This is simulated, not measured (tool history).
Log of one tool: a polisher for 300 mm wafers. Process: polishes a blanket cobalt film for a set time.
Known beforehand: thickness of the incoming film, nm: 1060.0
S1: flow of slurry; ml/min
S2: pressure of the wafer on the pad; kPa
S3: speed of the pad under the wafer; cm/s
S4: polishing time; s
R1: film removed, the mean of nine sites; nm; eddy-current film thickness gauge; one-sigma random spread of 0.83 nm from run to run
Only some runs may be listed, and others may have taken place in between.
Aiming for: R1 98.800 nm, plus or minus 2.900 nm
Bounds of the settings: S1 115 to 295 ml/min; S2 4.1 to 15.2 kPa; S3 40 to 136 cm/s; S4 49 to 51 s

run   hour   S1   S2   S3  S4       R1
  1    0.0  190  9.7   88  49  155.540
  2    5.3  190  9.7  102  49  178.640
  3   11.8  190  9.7  102  51  187.100
  4   18.8  190  9.7  102  51  184.350
  5   25.0  190  9.0  102  51  171.680
  6   30.4  190  7.6  102  51  145.790
  7   36.6  190  6.9  102  51  132.890
  8   38.7  190  6.2  102  51  121.690
  9   41.4  180  5.5  102  51  109.260
 10   42.4  175  5.5  102  51  108.690
 11   50.9  170  5.5  102  51  106.500
 12   53.0  165  5.5  102  51  107.120
 13   55.5  160  5.5  102  51  105.760
 14   62.3  160  5.5  102  51  106.820
 15   65.5  155  5.5  102  51  105.370
 16   68.3  140  4.8  102  51   92.081
 17   76.7  145  4.8  102  51   92.302
 18   78.5  150  4.8  102  51   92.469
 19   82.6  155  4.8  102  51   93.228
 20   89.7  160  4.8  102  51   94.109
 21   92.9  165  4.8  102  51   94.392
 22   97.0  180  5.5  102  51  107.180
 23  102.5  175  5.5  102  51  107.410
 24  107.6  170  5.5  102  51  107.410
 25  110.7  165  5.5  102  51  106.260
 26  112.8  160  5.5  102  51  106.630
 27  120.6  155  5.5  102  51  106.570
 28  127.4  150  4.8  102  51   91.798

Which single option among these 4 for the next run brings every result within its allowed miss of target? Just one does.
  A  134.2  155  5.5  104  51   ?
  B  134.2  170  5.5   98  51   ?
  C  134.2  150  4.8  114  49   ?
  D  134.2  190  5.5  100  51   ?

move       R1
   A  106.970
   B  102.650
   C   97.837
   D  105.770
A: takes the result that was furthest off past its target
B: takes the result that was furthest off past its target
C: all results land within tolerance of their targets
D: takes the result that was furthest off past its target
C is the move that brings every result within its allowed miss.

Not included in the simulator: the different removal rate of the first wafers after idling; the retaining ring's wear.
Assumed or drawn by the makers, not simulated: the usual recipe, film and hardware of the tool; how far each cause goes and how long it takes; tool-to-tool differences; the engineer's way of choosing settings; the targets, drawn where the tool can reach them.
